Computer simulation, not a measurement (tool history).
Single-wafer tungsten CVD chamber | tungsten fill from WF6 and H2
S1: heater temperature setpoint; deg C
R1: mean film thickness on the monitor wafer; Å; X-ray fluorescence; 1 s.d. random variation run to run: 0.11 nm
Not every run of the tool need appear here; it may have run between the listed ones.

Run 1, hour 0.0: S1 380 deg C, chamber pressure (Pa) 4640, deposition time (s) 10.4. Result: R1 215.81 Å.
Run 2, hour 1.1: S1 378 deg C, chamber pressure (Pa) 4626, deposition time (s) 10.4. Result: R1 206.83 Å.
Run 3, hour 4.0: S1 377 deg C, chamber pressure (Pa) 4626, deposition time (s) 10.4. Result: R1 204.41 Å.
Run 4, hour 9.0: S1 382 deg C, chamber pressure (Pa) 4626, deposition time (s) 10.4. Result: R1 222.91 Å.
Run 5, hour 12.5: S1 382 deg C, chamber pressure (Pa) 4626, deposition time (s) 9.9. Result: R1 211.35 Å.
Run 6, hour 14.9: S1 382 deg C, chamber pressure (Pa) 4626, deposition time (s) 9.9. Result: R1 210.29 Å.

What does the tool deliver on the next run?
Run 7, hour 18.7: S1 380 deg C, chamber pressure (Pa) 4613, deposition time (s) 9.9. Result: R1 ?.

{"run 7": {"R1": 204.72}}

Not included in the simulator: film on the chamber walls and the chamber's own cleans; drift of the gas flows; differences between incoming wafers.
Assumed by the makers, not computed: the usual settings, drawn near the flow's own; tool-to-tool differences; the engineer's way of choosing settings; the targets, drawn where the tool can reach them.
